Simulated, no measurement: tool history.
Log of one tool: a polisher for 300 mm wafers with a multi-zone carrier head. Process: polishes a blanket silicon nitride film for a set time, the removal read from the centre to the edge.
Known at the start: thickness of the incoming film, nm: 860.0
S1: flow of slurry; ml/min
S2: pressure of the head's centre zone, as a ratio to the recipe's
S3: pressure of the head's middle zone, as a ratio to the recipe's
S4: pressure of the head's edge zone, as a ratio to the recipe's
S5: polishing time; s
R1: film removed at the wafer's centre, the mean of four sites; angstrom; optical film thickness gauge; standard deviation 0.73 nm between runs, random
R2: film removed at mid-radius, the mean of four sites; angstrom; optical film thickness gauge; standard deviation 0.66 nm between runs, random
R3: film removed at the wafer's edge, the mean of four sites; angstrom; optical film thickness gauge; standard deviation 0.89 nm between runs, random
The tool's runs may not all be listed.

run 1 day=0.000 | S1=220 S2=1.00 S3=1.00 S4=1.00 S5=38 | R1=525.26 R2=523.72 R3=536.53
run 2 day=0.262 | S1=220 S2=1.00 S3=1.00 S4=1.02 S5=39 | R1=539.36 R2=540.82 R3=555.57
run 3 day=0.300 | S1=220 S2=1.00 S3=1.00 S4=1.02 S5=32 | R1=436.50 R2=446.65 R3=453.22
run 4 day=0.662 | S1=220 S2=1.00 S3=1.00 S4=1.03 S5=34 | R1=467.66 R2=476.28 R3=488.96
run 5 day=0.992 | S1=220 S2=1.00 S3=1.00 S4=1.03 S5=42 | R1=572.73 R2=579.97 R3=590.67
run 6 day=1.204 | S1=220 S2=1.00 S3=1.00 S4=1.03 S5=33 | R1=457.76 R2=455.62 R3=470.98
run 7 day=1.346 | S1=220 S2=1.00 S3=1.00 S4=1.04 S5=35 | R1=486.19 R2=490.12 R3=500.04
run 8 day=1.454 | S1=220 S2=1.00 S3=1.00 S4=1.05 S5=37 | R1=511.60 R2=515.89 R3=525.70
run 9 day=1.550 | S1=220 S2=0.99 S3=0.99 S4=1.06 S5=39 | R1=534.84 R2=544.66 R3=549.24

Run 10, settings as shown, results not yet in. Your forecast:
run 10 day=1.867 | S1=210 S2=0.99 S3=0.99 S4=1.04 S5=41 | R1=? R2=? R3=?

R1: 556.91 angstrom
R2: 559.33 angstrom
R3: 579.47 angstrom

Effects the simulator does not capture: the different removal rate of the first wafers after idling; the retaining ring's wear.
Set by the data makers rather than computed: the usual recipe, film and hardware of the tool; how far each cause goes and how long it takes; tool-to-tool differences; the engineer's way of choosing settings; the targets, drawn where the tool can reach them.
